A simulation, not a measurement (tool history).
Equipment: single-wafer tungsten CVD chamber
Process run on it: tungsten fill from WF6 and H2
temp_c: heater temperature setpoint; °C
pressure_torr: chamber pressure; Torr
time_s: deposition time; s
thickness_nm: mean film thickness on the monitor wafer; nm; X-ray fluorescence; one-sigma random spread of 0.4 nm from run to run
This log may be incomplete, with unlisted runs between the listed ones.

run 1 hour=0.0 | temp_c=400 pressure_torr=46.0 time_s=35.1 | thickness_nm=118.67
run 2 hour=4.9 | temp_c=396 pressure_torr=46.0 time_s=35.1 | thickness_nm=109.34
run 3 hour=10.8 | temp_c=396 pressure_torr=46.0 time_s=35.1 | thickness_nm=109.11
run 4 hour=18.0 | temp_c=406 pressure_torr=46.0 time_s=35.1 | thickness_nm=133.89
run 5 hour=19.0 | temp_c=411 pressure_torr=46.0 time_s=35.1 | thickness_nm=147.48
run 6 hour=23.5 | temp_c=411 pressure_torr=41.2 time_s=35.1 | thickness_nm=142.63
run 7 hour=32.4 | temp_c=412 pressure_torr=41.2 time_s=35.1 | thickness_nm=145.57
run 8 hour=40.8 | temp_c=413 pressure_torr=41.2 time_s=35.1 | thickness_nm=147.77
run 9 hour=41.6 | temp_c=413 pressure_torr=41.2 time_s=35.1 | thickness_nm=147.57

Run 10, settings as shown, results not yet in. Your forecast:
run 10 hour=48.7 | temp_c=414 pressure_torr=41.2 time_s=35.1 | thickness_nm=?

thickness_nm: 151.34 nm

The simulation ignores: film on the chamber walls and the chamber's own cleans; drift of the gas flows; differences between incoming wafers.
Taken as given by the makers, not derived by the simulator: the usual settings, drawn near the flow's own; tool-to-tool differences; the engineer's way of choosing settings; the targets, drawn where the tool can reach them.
